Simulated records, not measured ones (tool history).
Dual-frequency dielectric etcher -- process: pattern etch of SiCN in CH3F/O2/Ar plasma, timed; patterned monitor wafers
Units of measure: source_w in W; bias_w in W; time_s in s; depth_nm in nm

run	day	source_w	bias_w	time_s	depth_nm
1	0.000	360	77	91.5	34.058
2	0.050	360	77	95.0	35.467
3	0.242	360	77	95.0	35.281
4	0.525	410	77	95.0	36.778
5	0.742	400	73	94.5	35.189
6	1.121	350	73	94.5	33.835
7	1.392	340	72	94.5	33.383

For run 8, what comes out?
8	1.708	330	71	94.5	?

Run 8 gave depth_nm 32.528 nm.
